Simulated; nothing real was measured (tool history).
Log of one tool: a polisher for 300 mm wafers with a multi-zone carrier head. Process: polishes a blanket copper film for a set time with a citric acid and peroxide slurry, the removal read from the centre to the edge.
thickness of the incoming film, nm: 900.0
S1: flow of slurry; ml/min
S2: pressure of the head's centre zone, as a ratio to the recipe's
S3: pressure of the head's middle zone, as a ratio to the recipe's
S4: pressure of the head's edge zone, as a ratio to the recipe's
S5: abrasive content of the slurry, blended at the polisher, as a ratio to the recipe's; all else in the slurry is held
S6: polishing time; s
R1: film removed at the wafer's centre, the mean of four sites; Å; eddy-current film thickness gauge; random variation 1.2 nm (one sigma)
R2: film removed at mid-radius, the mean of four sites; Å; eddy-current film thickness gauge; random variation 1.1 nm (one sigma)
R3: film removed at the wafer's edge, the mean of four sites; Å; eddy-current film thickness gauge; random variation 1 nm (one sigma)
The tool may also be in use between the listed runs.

run 1 hour=0 | S1=170 S2=1 S3=1 S4=1 S5=1 S6=60 | R1=1202 R2=1197 R3=1216.1
run 2 hour=6.3 | S1=165 S2=1 S3=0.99 S4=0.98 S5=0.95 S6=60 | R1=1173.6 R2=1158.3 R3=1167.2
run 3 hour=10.1 | S1=200 S2=1 S3=0.99 S4=0.98 S5=0.95 S6=60 | R1=1186.2 R2=1188.3 R3=1191.8
run 4 hour=15.5 | S1=200 S2=1 S3=0.99 S4=1.02 S5=0.95 S6=60 | R1=1209.9 R2=1200.2 R3=1219.7
run 5 hour=21.7 | S1=200 S2=1 S3=0.99 S4=1.07 S5=0.95 S6=60 | R1=1204.1 R2=1231.5 R3=1234.8
run 6 hour=27.6 | S1=200 S2=1 S3=0.98 S4=1.06 S5=0.9 S6=59 | R1=1168.3 R2=1164.9 R3=1213.6
run 7 hour=32.5 | S1=200 S2=1 S3=0.98 S4=1.04 S5=0.85 S6=58 | R1=1139.9 R2=1124.2 R3=1175.6
run 8 hour=34.1 | S1=160 S2=1.01 S3=0.96 S4=0.94 S5=0.6 S6=55 | R1=966.44 R2=908.05 R3=916.27

The next listed run, before its measurement:
run 9 hour=38.4 | S1=160 S2=1.01 S3=0.96 S4=0.95 S5=0.6 S6=55 | R1=? R2=? R3=?

Run 9 gave R1 951.24 Å, R2 917.66 Å, R3 947.7 Å.
